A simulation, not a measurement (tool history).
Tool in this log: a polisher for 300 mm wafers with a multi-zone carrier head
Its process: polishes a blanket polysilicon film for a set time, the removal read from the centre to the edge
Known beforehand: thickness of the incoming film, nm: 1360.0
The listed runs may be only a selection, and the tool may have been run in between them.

run	hour	flow of slurry (ml/min)	pressure of the head's centre zone	pressure of the head's middle zone	pressure of the head's edge zone	polishing time (s)	film removed at the wafer's centre (angstrom)	film removed at mid-radius (angstrom)	film removed at the wafer's edge (angstrom)
1	0.0	195	1.00	1.00	1.00	45	1656.0	1695.8	1649.6
2	6.8	195	1.00	1.00	1.00	56	2054.1	2157.1	2106.9
3	13.9	195	1.00	1.00	0.94	56	2090.8	2144.5	2020.4
4	15.9	195	0.92	1.00	0.94	56	1944.8	2103.4	1976.0
5	23.8	195	0.97	1.00	0.94	56	1996.5	2120.7	2024.6
6	32.3	195	0.97	1.00	1.03	56	2018.2	2135.7	2103.5

Expected results for the next run?
7	41.2	210	0.97	1.01	1.07	56	?	?	?

Run 7 came out at film removed at the wafer's centre (angstrom) 2045.0, film removed at mid-radius (angstrom) 2153.5, film removed at the wafer's edge (angstrom) 2139.7.

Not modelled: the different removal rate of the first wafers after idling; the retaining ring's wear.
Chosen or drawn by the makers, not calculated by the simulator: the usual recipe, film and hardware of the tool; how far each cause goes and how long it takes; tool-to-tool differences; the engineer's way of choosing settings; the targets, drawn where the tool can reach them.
